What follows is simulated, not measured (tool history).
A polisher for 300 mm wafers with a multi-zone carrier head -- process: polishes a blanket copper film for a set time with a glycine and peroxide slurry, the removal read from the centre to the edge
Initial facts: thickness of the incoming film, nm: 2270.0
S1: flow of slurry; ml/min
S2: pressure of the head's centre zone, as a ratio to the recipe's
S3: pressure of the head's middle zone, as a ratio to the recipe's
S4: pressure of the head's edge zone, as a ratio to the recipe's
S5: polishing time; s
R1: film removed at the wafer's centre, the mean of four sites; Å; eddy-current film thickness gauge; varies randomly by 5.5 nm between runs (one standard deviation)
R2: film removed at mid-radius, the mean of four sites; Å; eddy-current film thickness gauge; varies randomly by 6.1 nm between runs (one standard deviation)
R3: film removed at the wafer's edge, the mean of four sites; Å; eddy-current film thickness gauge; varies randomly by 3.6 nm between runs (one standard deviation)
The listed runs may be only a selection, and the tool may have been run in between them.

run 1 hour=0 | S1=170 S2=1 S3=1 S4=1 S5=53 | R1=3081.9 R2=2880.1 R3=3006.6
run 2 hour=7.2 | S1=175 S2=1 S3=1.03 S4=1.02 S5=55 | R1=3137.1 R2=3077 R3=3148.6
run 3 hour=8.5 | S1=150 S2=1 S3=1.03 S4=1.02 S5=55 | R1=3045.1 R2=3062.2 R3=3115.1
run 4 hour=9.4 | S1=155 S2=1.01 S3=1.05 S4=1.04 S5=57 | R1=3356.8 R2=3291 R3=3231.3
run 5 hour=14.4 | S1=160 S2=1 S3=1.06 S4=1.06 S5=59 | R1=3288.2 R2=3428.3 R3=3419.9
run 6 hour=18.9 | S1=165 S2=1.01 S3=1.08 S4=1.08 S5=60 | R1=3503.5 R2=3585.6 R3=3525.2
run 7 hour=24.4 | S1=215 S2=0.95 S3=1.16 S4=1.18 S5=63 | R1=3531.8 R2=4112.6 R3=4020.7
run 8 hour=33.2 | S1=215 S2=0.95 S3=1.16 S4=1.18 S5=63 | R1=3576.3 R2=3981.2 R3=4000.1

What will run 9 give?
run 9 hour=34.6 | S1=215 S2=0.96 S3=1.17 S4=1.17 S5=63 | R1=? R2=? R3=?

R1: 3531.7 Å
R2: 4082.6 Å
R3: 3877.9 Å

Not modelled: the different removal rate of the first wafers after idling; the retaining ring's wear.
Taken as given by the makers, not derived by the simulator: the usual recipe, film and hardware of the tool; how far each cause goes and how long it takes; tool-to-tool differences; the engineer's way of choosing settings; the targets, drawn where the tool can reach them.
